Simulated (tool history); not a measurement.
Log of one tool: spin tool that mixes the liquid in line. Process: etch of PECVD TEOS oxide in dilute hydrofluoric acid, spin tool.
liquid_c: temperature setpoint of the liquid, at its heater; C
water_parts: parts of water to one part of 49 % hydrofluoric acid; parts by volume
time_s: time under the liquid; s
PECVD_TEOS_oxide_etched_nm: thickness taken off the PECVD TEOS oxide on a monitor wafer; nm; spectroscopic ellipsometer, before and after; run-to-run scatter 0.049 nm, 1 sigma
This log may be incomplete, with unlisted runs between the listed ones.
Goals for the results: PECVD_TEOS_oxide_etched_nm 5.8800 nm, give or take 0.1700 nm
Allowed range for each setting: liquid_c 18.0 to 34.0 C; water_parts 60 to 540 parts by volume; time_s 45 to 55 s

| run | hour | liquid_c | water_parts | time_s | PECVD_TEOS_oxide_etched_nm |
|---|---|---|---|---|---|
| 1 | 0.0 | 26.0 | 300 | 55 | 3.4478 |
| 2 | 7.7 | 27.5 | 285 | 55 | 3.8342 |
| 3 | 13.9 | 28.5 | 275 | 55 | 4.1989 |
| 4 | 16.7 | 28.5 | 275 | 45 | 3.4358 |
|  | 25.7 | thermometer replaced |
| 5 | 25.7 | 31.5 | 275 | 45 | 3.9404 |
| 6 | 27.8 | 31.5 | 215 | 45 | 5.5203 |
| 7 | 30.7 | 32.0 | 215 | 45 | 5.5634 |
| 8 | 35.7 | 32.5 | 215 | 45 | 5.6274 |

Exercise: of the 5 proposed moves below, exactly one satisfies all targets within the stated allowed misses. Which move is it?
| A | 40.7 | 34.0 | 205 | 45 | ? |
| B | 40.7 | 34.0 | 230 | 45 | ? |
| C | 40.7 | 32.0 | 205 | 45 | ? |
| D | 40.7 | 34.0 | 250 | 50 | ? |
| E | 40.7 | 33.5 | 205 | 45 | ? |

| move | PECVD_TEOS_oxide_etched_nm |
|---|---|
| A | 6.3585 |
| B | 5.4855 |
| C | 5.9492 |
| D | 5.4669 |
| E | 6.2545 |
A: moves the result that the last run missed by most past its target, out the other side
B: its largest miss is bigger than the last run's
C: hits every target within its allowed miss
D: its largest miss is bigger than the last run's
E: moves the result that the last run missed by most past its target, out the other side
C is the move that brings every result within its allowed miss.
